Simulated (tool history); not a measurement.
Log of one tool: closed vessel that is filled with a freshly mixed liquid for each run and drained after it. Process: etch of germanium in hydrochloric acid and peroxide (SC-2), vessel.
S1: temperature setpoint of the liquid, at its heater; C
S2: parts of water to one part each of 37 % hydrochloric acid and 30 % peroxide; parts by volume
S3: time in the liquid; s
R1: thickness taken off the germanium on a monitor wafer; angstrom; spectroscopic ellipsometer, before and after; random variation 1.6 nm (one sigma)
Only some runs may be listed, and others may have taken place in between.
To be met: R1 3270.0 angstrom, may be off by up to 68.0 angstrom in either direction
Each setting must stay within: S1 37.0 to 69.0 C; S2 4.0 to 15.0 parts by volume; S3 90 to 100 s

| run | hour | S1 | S2 | S3 | R1 |
|---|---|---|---|---|---|
| 1 | 0.0 | 53.0 | 8.5 | 90 | 2979.6 |
| 2 | 1.9 | 53.0 | 7.0 | 90 | 3032.0 |
| 3 | 4.2 | 53.5 | 7.0 | 90 | 3041.1 |
| 4 | 11.6 | 47.0 | 7.0 | 90 | 2469.9 |
| 5 | 20.3 | 43.5 | 7.0 | 90 | 2216.9 |
| 6 | 23.4 | 43.5 | 6.0 | 90 | 2230.6 |
| 7 | 29.1 | 45.0 | 6.0 | 90 | 2351.4 |
| 8 | 35.9 | 46.0 | 6.0 | 90 | 2446.8 |
| 9 | 41.5 | 54.0 | 5.5 | 90 | 3157.7 |
| 10 | 48.8 | 54.5 | 5.5 | 90 | 3205.4 |

Exercise: of the 4 proposed moves below, exactly one satisfies all targets within the stated allowed misses. Which move is it?
| A | 56.1 | 56.0 | 8.5 | 90 | ? |
| B | 56.1 | 52.0 | 4.0 | 95 | ? |
| C | 56.1 | 52.5 | 5.0 | 95 | ? |
| D | 56.1 | 51.0 | 11.5 | 100 | ? |

| move | R1 |
|---|---|
| A | 3251.9 |
| B | 3127.8 |
| C | 3165.7 |
| D | 3008.3 |
A: every result lands within tolerance
B: misses by more than the last run did
C: misses by more than the last run did
D: misses by more than the last run did
Move A is the one to make.
